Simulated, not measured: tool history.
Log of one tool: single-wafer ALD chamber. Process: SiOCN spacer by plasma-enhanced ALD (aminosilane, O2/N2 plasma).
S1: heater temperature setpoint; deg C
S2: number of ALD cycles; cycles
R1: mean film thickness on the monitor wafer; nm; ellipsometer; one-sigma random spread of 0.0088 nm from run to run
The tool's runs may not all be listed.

run,hour,S1,S2,R1
1,0.0,410,92,4.8887
2,3.6,403,92,5.0234
3,6.6,407,88,4.7271
4,9.7,417,88,4.5582
5,18.2,419,86,4.4367
6,25.0,421,85,4.3507
# hour 30.7: thermocouple changed; heater temperature recalibrated
7,30.7,423,84,4.3472

What does the tool deliver on the next run?
8,38.2,424,83,?

{"run 8": {"R1": 4.2687}}
